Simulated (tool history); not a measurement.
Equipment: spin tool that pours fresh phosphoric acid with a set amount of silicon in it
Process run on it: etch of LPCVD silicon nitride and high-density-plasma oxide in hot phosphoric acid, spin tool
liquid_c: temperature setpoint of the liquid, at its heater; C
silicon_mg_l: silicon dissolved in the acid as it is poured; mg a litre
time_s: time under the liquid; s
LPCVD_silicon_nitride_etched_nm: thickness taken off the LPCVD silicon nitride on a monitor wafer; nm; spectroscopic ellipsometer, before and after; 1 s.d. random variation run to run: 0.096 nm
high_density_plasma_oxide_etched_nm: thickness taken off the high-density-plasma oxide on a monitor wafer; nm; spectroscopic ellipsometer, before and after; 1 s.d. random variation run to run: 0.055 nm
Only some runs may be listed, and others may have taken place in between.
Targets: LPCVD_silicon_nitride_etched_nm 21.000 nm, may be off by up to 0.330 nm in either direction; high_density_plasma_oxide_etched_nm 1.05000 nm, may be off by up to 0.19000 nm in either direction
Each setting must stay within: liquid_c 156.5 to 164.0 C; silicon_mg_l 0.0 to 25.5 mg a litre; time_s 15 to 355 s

| run | hour | liquid_c | silicon_mg_l | time_s | LPCVD_silicon_nitride_etched_nm | high_density_plasma_oxide_etched_nm |
|---|---|---|---|---|---|---|
| 1 | 0.0 | 159.0 | 11.0 | 180 | 14.260 | 0.58943 |
| 2 | 8.3 | 159.0 | 8.0 | 180 | 14.304 | 0.64009 |
| 3 | 15.6 | 159.5 | 8.5 | 185 | 15.013 | 0.58762 |
| 4 | 18.9 | 161.0 | 8.5 | 185 | 15.580 | 0.71321 |
| 5 | 24.2 | 161.0 | 14.5 | 185 | 15.654 | 0.66290 |
| 6 | 29.2 | 161.0 | 14.5 | 130 | 11.144 | 0.43618 |
| 7 | 30.8 | 161.5 | 14.0 | 140 | 12.118 | 0.51815 |
| 8 | 34.9 | 164.0 | 16.0 | 230 | 21.495 | 0.91793 |
| 9 | 40.3 | 164.0 | 15.0 | 230 | 21.731 | 1.07500 |
| 10 | 45.0 | 164.0 | 14.5 | 230 | 21.496 | 1.04160 |
| 11 | 46.5 | 164.0 | 14.0 | 230 | 21.572 | 0.92222 |

5 next moves are on the table. One of them brings every result within its allowed miss. Which?
| A | 48.0 | 162.0 | 17.5 | 255 | ? | ? |
| B | 48.0 | 161.0 | 25.0 | 260 | ? | ? |
| C | 48.0 | 164.0 | 12.0 | 225 | ? | ? |
| D | 48.0 | 163.0 | 13.5 | 255 | ? | ? |
| E | 48.0 | 162.5 | 16.0 | 245 | ? | ? |

| move | LPCVD_silicon_nitride_etched_nm | high_density_plasma_oxide_etched_nm |
|---|---|---|
| A | 22.371 | 0.86965 |
| B | 22.061 | 0.65903 |
| C | 21.091 | 1.01840 |
| D | 23.126 | 1.03560 |
| E | 21.854 | 0.90142 |
A: the biggest miss grows against the last run
B: the biggest miss grows against the last run
C: every result within its allowed miss
D: the biggest miss grows against the last run
E: the biggest miss grows against the last run
Correct choice: C, which meets every target
